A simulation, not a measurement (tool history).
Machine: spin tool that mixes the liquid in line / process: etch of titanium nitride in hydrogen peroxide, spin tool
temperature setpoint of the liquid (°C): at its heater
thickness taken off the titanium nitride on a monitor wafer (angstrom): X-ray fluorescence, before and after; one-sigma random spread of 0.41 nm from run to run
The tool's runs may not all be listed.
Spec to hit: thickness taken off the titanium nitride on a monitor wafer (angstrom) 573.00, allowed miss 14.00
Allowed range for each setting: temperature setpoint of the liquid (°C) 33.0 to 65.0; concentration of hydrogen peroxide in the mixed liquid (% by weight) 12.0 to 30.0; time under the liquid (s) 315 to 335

run	hour	temperature setpoint of the liquid (°C)	concentration of hydrogen peroxide in the mixed liquid (% by weight)	time under the liquid (s)	thickness taken off the titanium nitride on a monitor wafer (angstrom)
1	0.0	49.0	22.0	315	254.57
2	0.8	49.0	22.0	315	255.36
3	8.9	46.5	22.0	315	215.25
4	12.4	46.5	23.5	315	218.11
5	20.1	46.5	23.5	315	215.00
6	21.2	46.5	23.5	335	230.52
7	28.1	48.5	23.5	335	264.19
8	31.0	50.0	23.5	335	297.02
9	36.7	58.0	24.0	335	523.28

5 candidate next runs follow, results not yet known. Just one meets every target within its allowed miss. Identify it.
A	42.4	56.5	22.0	335	?
B	42.4	59.0	26.0	315	?
C	42.4	57.0	30.0	315	?
D	42.4	59.5	24.5	330	?
E	42.4	57.5	28.5	315	?

move	thickness taken off the titanium nitride on a monitor wafer (angstrom)
A	466.22
B	540.03
C	485.71
D	577.84
E	497.10
A: lands further from the targets than the last run did
B: nearer the targets than the last run, but a result is still out of spec
C: lands further from the targets than the last run did
D: all results land within tolerance of their targets
E: lands further from the targets than the last run did
Move D is the one to make.
